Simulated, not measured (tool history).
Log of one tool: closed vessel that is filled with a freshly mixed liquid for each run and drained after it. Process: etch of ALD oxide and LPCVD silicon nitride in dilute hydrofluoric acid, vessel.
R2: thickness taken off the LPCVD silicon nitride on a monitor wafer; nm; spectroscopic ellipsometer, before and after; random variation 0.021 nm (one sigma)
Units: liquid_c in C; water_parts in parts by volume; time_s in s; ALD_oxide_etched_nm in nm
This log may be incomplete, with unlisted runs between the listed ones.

{"run": 1, "hour": 0.0, "liquid_c": 25.0, "water_parts": 200, "time_s": 65, "ALD_oxide_etched_nm": 8.1346, "R2": 0.1514}
{"run": 2, "hour": 6.3, "liquid_c": 22.5, "water_parts": 215, "time_s": 65, "ALD_oxide_etched_nm": 6.8071, "R2": 0.13965}
{"run": 3, "hour": 9.1, "liquid_c": 22.5, "water_parts": 215, "time_s": 85, "ALD_oxide_etched_nm": 9.0251, "R2": 0.17262}
{"run": 4, "hour": 11.6, "liquid_c": 20.5, "water_parts": 240, "time_s": 85, "ALD_oxide_etched_nm": 7.3262, "R2": 0.13917}
{"run": 5, "hour": 17.2, "liquid_c": 20.5, "water_parts": 185, "time_s": 85, "ALD_oxide_etched_nm": 9.9459, "R2": 0.15626}
{"run": 6, "hour": 23.0, "liquid_c": 18.5, "water_parts": 185, "time_s": 85, "ALD_oxide_etched_nm": 9.2119, "R2": 0.14392}
{"run": 7, "hour": 29.6, "liquid_c": 18.0, "water_parts": 220, "time_s": 85, "ALD_oxide_etched_nm": 7.3302, "R2": 0.13431}
{"run": 8, "hour": 32.3, "liquid_c": 18.0, "water_parts": 220, "time_s": 85, "ALD_oxide_etched_nm": 7.3268, "R2": 0.10853}

Expected results for the next run?
{"run": 9, "hour": 36.4, "liquid_c": 17.5, "water_parts": 240, "time_s": 85, "ALD_oxide_etched_nm": "?", "R2": "?"}

{"run 9": {"ALD_oxide_etched_nm": 6.4456, "R2": 0.10269}}

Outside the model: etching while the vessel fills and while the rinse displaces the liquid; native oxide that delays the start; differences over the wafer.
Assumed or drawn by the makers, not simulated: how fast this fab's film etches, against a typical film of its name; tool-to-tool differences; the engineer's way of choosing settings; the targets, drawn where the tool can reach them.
